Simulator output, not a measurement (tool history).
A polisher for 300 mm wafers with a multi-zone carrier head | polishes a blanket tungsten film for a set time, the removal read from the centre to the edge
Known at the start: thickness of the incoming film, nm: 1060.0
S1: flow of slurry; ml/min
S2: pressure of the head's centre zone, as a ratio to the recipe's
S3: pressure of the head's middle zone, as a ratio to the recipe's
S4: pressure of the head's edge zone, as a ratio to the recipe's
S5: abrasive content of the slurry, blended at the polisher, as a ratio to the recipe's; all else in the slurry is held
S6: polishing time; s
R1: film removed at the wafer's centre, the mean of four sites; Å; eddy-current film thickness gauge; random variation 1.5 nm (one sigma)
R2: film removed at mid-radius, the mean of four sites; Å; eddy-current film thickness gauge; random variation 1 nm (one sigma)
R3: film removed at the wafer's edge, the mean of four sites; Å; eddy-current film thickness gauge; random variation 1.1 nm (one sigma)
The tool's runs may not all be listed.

Run 1, hour 0: S1 165 ml/min, S2 1, S3 1, S4 1, S5 1, S6 43 s. Result: R1 1908.9 Å, R2 1944 Å, R3 1919.9 Å.
Run 2, hour 4.3: S1 160 ml/min, S2 0.98, S3 1.01, S4 0.98, S5 0.9, S6 43 s. Result: R1 1878.1 Å, R2 1951.7 Å, R3 1890.8 Å.
Run 3, hour 11.1: S1 155 ml/min, S2 0.96, S3 1.02, S4 0.97, S5 0.85, S6 42 s. Result: R1 1767.2 Å, R2 1865 Å, R3 1823.1 Å.
Run 4, hour 19.9: S1 155 ml/min, S2 0.96, S3 1.02, S4 0.92, S5 0.85, S6 42 s. Result: R1 1772.5 Å, R2 1881.7 Å, R3 1777.4 Å.
Run 5, hour 21.8: S1 155 ml/min, S2 0.94, S3 1.03, S4 0.91, S5 0.8, S6 41 s. Result: R1 1682.1 Å, R2 1835.4 Å, R3 1679.1 Å.
Run 6, hour 25.1: S1 155 ml/min, S2 0.94, S3 0.95, S4 0.91, S5 0.8, S6 41 s. Result: R1 1666.5 Å, R2 1723.2 Å, R3 1701.1 Å.
Run 7, hour 31.4: S1 150 ml/min, S2 0.92, S3 0.97, S4 0.9, S5 0.75, S6 40 s. Result: R1 1597.7 Å, R2 1689.7 Å, R3 1628.8 Å.

Forecast run 8:
Run 8, hour 38: S1 145 ml/min, S2 0.9, S3 0.99, S4 0.9, S5 0.7, S6 40 s. Result: R1 ?, R2 ?, R3 ?.

Run 8 gave R1 1529.7 Å, R2 1693.9 Å, R3 1616.7 Å.
